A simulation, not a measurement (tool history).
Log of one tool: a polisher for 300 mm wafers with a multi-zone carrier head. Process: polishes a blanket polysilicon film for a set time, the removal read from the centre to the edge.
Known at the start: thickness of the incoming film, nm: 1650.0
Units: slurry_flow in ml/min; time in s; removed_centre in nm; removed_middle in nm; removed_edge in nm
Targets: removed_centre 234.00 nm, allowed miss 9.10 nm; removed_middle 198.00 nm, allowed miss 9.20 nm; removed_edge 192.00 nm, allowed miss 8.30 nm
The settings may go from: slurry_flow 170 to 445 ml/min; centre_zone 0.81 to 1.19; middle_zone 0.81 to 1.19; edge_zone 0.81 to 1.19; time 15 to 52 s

| run | hour | slurry_flow | centre_zone | middle_zone | edge_zone | time | removed_centre | removed_middle | removed_edge |
|---|---|---|---|---|---|---|---|---|---|
| 1 | 0.0 | 285 | 1.00 | 1.00 | 1.00 | 33 | 170.17 | 171.55 | 165.62 |
| 2 | 8.1 | 215 | 1.00 | 1.00 | 1.00 | 33 | 160.65 | 165.26 | 156.10 |
| 3 | 14.3 | 215 | 1.00 | 1.00 | 1.00 | 36 | 173.44 | 174.91 | 173.71 |
| 4 | 19.0 | 215 | 1.00 | 1.00 | 1.08 | 36 | 175.67 | 173.26 | 180.00 |
| 5 | 23.7 | 260 | 1.06 | 1.02 | 1.07 | 36 | 191.10 | 181.29 | 184.21 |
| 6 | 29.3 | 295 | 1.10 | 1.03 | 1.05 | 36 | 201.57 | 182.29 | 182.61 |
| 7 | 36.5 | 320 | 1.13 | 1.05 | 1.05 | 36 | 211.01 | 189.81 | 181.92 |
| 8 | 44.7 | 335 | 1.15 | 1.05 | 1.06 | 36 | 213.40 | 198.41 | 183.64 |
| 9 | 51.8 | 335 | 1.16 | 1.03 | 1.05 | 37 | 223.88 | 191.75 | 191.99 |
|  | 60.2 | worn pad replaced by a new one |
| 10 | 60.2 | 340 | 1.17 | 1.04 | 1.05 | 37 | 242.23 | 213.13 | 207.02 |

Which of these 4 next moves meets every target?
| A | 68.6 | 325 | 1.19 | 1.02 | 1.04 | 35 | ? | ? | ? |
| B | 68.6 | 315 | 1.16 | 1.08 | 1.05 | 39 | ? | ? | ? |
| C | 68.6 | 295 | 1.12 | 0.81 | 1.19 | 41 | ? | ? | ? |
| D | 68.6 | 415 | 1.10 | 0.85 | 1.13 | 39 | ? | ? | ? |

| move | removed_centre | removed_middle | removed_edge |
|---|---|---|---|
| A | 229.34 | 195.16 | 191.21 |
| B | 248.33 | 225.05 | 213.29 |
| C | 249.79 | 196.37 | 236.28 |
| D | 241.41 | 198.23 | 224.78 |
A: meets every target
B: further off than the last run
C: further off than the last run
D: further off than the last run
The right move is A.
